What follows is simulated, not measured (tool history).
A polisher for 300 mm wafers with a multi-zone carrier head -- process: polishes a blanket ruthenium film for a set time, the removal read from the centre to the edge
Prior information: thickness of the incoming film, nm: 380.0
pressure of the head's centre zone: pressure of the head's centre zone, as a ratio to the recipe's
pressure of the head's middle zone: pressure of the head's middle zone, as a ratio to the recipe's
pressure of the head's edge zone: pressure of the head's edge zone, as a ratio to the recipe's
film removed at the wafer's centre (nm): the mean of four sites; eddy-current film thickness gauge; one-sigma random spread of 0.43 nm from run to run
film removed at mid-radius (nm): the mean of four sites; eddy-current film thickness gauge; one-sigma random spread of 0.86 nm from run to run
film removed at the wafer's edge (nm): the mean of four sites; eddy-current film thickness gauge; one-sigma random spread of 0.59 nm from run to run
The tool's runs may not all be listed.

run	hour	flow of slurry (ml/min)	pressure of the head's centre zone	pressure of the head's middle zone	pressure of the head's edge zone	polishing time (s)	film removed at the wafer's centre (nm)	film removed at mid-radius (nm)	film removed at the wafer's edge (nm)
1	0	240	1	1	1	74	46.089	47.098	46.557
2	3.9	240	0.96	1	1	74	44.035	46.761	46.14
3	7.9	240	0.94	1.01	1.04	78	45.753	49.875	49.831
4	15.8	245	0.92	1.02	1.07	81	45.978	51.019	52.076
5	23.3	245	0.92	1.08	1.07	81	45.846	53.423	51.808
6	30.9	245	0.88	1.08	1.07	81	44.114	53.777	52.297
7	36.9	250	0.88	1.08	1.09	84	45.488	56.493	54.943
8	39.7	260	0.88	1.08	1.11	85	46.379	56.295	56.441
9	42.3	265	0.88	1.09	1.12	86	46.883	57.986	57.85
10	48	275	0.89	1.1	1.13	87	48.564	59.265	59.262

Run 11 comes next. What will it give?
11	50.8	280	0.89	1.1	1.14	87	?	?	?

film removed at the wafer's centre (nm): 49.098
film removed at mid-radius (nm): 60.146
film removed at the wafer's edge (nm): 58.278

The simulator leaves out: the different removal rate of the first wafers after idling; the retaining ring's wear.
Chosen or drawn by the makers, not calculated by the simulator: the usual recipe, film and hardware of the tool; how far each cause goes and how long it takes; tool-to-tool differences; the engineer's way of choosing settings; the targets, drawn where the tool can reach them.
